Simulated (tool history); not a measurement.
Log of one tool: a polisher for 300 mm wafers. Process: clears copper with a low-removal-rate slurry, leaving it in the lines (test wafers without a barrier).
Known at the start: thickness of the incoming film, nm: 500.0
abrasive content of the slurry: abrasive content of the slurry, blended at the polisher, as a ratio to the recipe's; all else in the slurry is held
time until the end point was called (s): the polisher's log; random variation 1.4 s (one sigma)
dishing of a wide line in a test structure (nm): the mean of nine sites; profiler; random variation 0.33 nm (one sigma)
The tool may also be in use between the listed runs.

run  hour  flow of slurry (ml/min)  pressure of the wafer on the pad (psi)  speed of the pad under the wafer (cm/s)  abrasive content of the slurry  overpolish time after the end point (s)  time until the end point was called (s)  dishing of a wide line in a test structure (nm)
  1     0                      135                                     3.8                                      104                               1                                       23                                   114.38                                            58.02
  2   7.3                      135                                     3.3                                      104                               1                                       23                                   130.05                                           53.578
  3   9.2                      135                                     3.6                                       96                               1                                       21                                   131.79                                           49.945
  4  16.7                      125                                     3.5                                      102                            0.95                                       19                                   132.64                                           47.086
  5    24                      135                                     3.4                                      102                            1.05                                       17                                   127.07                                           42.447
  6  29.2                      135                                     3.4                                      102                            1.05                                       21                                   129.63                                           50.938
  7  31.5                      145                                     3.5                                      100                            0.95                                       19                                   128.66                                           47.332
  8  38.4                      155                                     3.3                                      104                            1.05                                       17                                   128.54                                           42.537
     47.3  -- slurry blender recalibrated
  9  47.3                      160                                     3.2                                      108                             1.1                                       16                                   120.17                                           42.843
 10  50.4                      165                                       3                                      112                            1.15                                       15                                   121.84                                           40.452
 11  52.8                      165                                       3                                      112                            1.15                                       15                                   124.45                                           39.767
 12  60.4                      170                                     2.8                                      116                             1.2                                       14                                   122.95                                           37.646
 13  66.8                      175                                     2.6                                      122                            1.25                                       13                                   124.07                                           34.631
 14  68.4                      180                                     2.5                                      128                             1.3                                       12                                   121.54                                           32.651
 15  74.3                      185                                     2.4                                      132                            1.35                                       11                                   121.82                                           31.032
 16  79.4                      190                                     2.3                                      136                            1.35                                       10                                   120.86                                             28.6
 17    84                      190                                     2.3                                      140                            1.35                                       10                                   119.48                                           28.078

Run 18 comes next. What will it give?
 18  86.3                      190                                     2.3                                      144                            1.35                                       10                                        ?                                                ?

Run 18 gave time until the end point was called (s) 114.46, dishing of a wide line in a test structure (nm) 29.213.
